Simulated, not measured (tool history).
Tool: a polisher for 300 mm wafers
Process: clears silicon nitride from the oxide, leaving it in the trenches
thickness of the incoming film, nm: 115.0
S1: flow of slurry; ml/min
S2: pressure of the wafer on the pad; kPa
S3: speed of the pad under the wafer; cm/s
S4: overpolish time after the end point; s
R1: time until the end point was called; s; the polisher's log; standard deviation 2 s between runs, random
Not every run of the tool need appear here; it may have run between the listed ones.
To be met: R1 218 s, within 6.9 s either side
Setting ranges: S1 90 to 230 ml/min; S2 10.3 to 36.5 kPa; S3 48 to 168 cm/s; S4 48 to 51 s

| run | day | S1 | S2 | S3 | S4 | R1 |
|---|---|---|---|---|---|---|
| 1 | 0 | 150 | 23.4 | 108 | 48 | 91.288 |
| 2 | 0.262 | 150 | 23.4 | 108 | 51 | 90.703 |
| 3 | 0.583 | 150 | 23.4 | 86 | 51 | 107.2 |
| 4 | 0.688 | 145 | 19.3 | 80 | 51 | 137.12 |
| 5 | 0.992 | 140 | 16.5 | 78 | 51 | 164.34 |
| 6 | 1.175 | 130 | 15.2 | 78 | 51 | 178.13 |
| 7 | 1.392 | 120 | 13.8 | 78 | 51 | 199.42 |
| 8 | 1.525 | 110 | 13.8 | 78 | 51 | 200.17 |

Which single option among these 5 for the next run brings every result within its allowed miss of target? Just one does.
| A | 1.658 | 95 | 13.8 | 64 | 48 | ? |
| B | 1.658 | 115 | 12.4 | 72 | 51 | ? |
| C | 1.658 | 130 | 13.1 | 64 | 51 | ? |
| D | 1.658 | 110 | 13.1 | 76 | 48 | ? |
| E | 1.658 | 100 | 15.2 | 58 | 51 | ? |

| move | R1 |
|---|---|
| A | 235.34 |
| B | 232.05 |
| C | 235.22 |
| D | 213.5 |
| E | 227.95 |
A: takes the result that was furthest off past its target
B: takes the result that was furthest off past its target
C: takes the result that was furthest off past its target
D: hits every target within its allowed miss
E: takes the result that was furthest off past its target
Move D is the one to make.
